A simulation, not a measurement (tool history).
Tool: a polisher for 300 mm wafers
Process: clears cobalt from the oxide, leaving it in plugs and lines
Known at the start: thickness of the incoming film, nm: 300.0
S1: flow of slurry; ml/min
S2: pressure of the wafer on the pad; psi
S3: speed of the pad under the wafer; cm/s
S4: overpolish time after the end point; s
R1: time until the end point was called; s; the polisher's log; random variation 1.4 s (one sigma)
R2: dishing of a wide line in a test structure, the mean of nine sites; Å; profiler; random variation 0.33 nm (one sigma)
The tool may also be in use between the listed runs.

run,hour,S1,S2,S3,S4,R1,R2
1,0.0,245,1.3,128,24,74.693,494.34
2,4.8,210,1.3,128,24,77.065,491.81
3,5.4,240,1.2,128,21,79.191,457.78
4,13.6,240,1.2,150,21,72.419,478.79
5,16.0,240,1.2,150,18,72.905,450.58
6,22.1,265,1.2,144,16,74.674,410.80
7,24.3,335,1.0,136,7,90.024,210.71
8,27.6,265,1.2,138,8,74.554,265.86
9,30.0,255,1.2,140,8,75.308,260.03
10,33.2,255,1.2,142,9,71.492,287.76
11,40.5,255,1.2,142,9,73.800,288.09
12,42.5,255,1.0,140,17,87.758,389.29
13,46.4,265,1.0,136,17,90.193,386.21
14,52.6,275,1.0,134,17,88.801,385.47

Run 15 comes next. What will it give?
15,60.0,280,1.0,130,17,?,?

Run 15 gave R1 87.144 s, R2 375.01 Å.

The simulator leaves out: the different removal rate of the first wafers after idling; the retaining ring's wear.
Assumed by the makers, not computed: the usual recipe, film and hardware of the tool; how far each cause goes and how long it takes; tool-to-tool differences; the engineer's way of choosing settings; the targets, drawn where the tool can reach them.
